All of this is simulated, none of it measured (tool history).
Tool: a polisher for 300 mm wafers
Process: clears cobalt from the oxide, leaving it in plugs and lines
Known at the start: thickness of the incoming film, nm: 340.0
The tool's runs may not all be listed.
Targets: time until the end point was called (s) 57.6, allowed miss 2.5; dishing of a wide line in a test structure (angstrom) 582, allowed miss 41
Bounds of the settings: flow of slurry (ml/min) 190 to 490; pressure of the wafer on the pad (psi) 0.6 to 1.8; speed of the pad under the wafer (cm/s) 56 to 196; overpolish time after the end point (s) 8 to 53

| run | hour | flow of slurry (ml/min) | pressure of the wafer on the pad (psi) | speed of the pad under the wafer (cm/s) | overpolish time after the end point (s) | time until the end point was called (s) | dishing of a wide line in a test structure (angstrom) |
|---|---|---|---|---|---|---|---|
| 1 | 0 | 315 | 1.2 | 126 | 27 | 93.342 | 471.2 |
| 2 | 1.8 | 315 | 1.3 | 126 | 27 | 84.962 | 514.6 |
| 3 | 7.6 | 315 | 1 | 126 | 27 | 111.92 | 442.35 |
| 4 | 10.3 | 315 | 0.8 | 126 | 27 | 134.46 | 398.35 |
| 5 | 16.6 | 255 | 0.8 | 126 | 27 | 140.63 | 390.57 |
| 6 | 19.3 | 255 | 0.8 | 98 | 27 | 172.92 | 326.27 |
| 7 | 20.7 | 275 | 1.1 | 104 | 26 | 123.27 | 408.79 |
| 8 | 28.7 | 285 | 1.3 | 108 | 24 | 98.784 | 433.06 |
| 9 | 34.9 | 285 | 1.3 | 108 | 24 | 99.338 | 418.55 |
| 10 | 36.8 | 295 | 1.5 | 112 | 25 | 83.384 | 480.94 |
| 11 | 37.4 | 310 | 1.6 | 116 | 25 | 76.565 | 502.95 |
| 12 | 42.8 | 310 | 1.7 | 122 | 25 | 68.652 | 513.66 |

4 next moves are on the table. One of them brings every result within its allowed miss. Which?
| A | 48.2 | 330 | 1.7 | 120 | 18 | ? | ? |
| B | 48.2 | 255 | 1.4 | 132 | 33 | ? | ? |
| C | 48.2 | 325 | 1.7 | 134 | 34 | ? | ? |
| D | 48.2 | 320 | 1.7 | 144 | 32 | ? | ? |

| move | time until the end point was called (s) | dishing of a wide line in a test structure (angstrom) |
|---|---|---|
| A | 70.347 | 445.37 |
| B | 79.478 | 531.21 |
| C | 63.287 | 559.8 |
| D | 59.087 | 560.1 |
A: further off than the last run
B: further off than the last run
C: nearer than the last run, and not there yet
D: meets every target
The right move is D.

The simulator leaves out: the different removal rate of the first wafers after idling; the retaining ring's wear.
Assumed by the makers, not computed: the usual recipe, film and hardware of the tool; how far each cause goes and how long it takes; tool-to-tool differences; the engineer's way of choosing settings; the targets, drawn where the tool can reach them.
